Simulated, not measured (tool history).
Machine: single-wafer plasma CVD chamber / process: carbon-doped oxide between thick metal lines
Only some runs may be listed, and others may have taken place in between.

run,hour,heater temperature setpoint (deg C),chamber pressure (mTorr),RF power (W),deposition time (s),mean film thickness on the monitor wafer (nm)
1,0.0,360,3570,435,124,578.88
2,4.2,368,3570,435,124,573.70
3,9.9,358,3570,435,124,583.71
4,13.5,364,3180,395,124,518.80
5,18.4,374,3180,395,124,508.21
6,24.0,375,3020,375,124,474.26
7,30.0,376,2870,365,124,457.41
8,38.6,376,2740,360,124,445.02
9,45.1,376,2650,360,124,448.56

What does the tool deliver on the next run?
10,46.4,376,2570,355,124,?

{"run 10": {"mean film thickness on the monitor wafer (nm)": 442.51}}
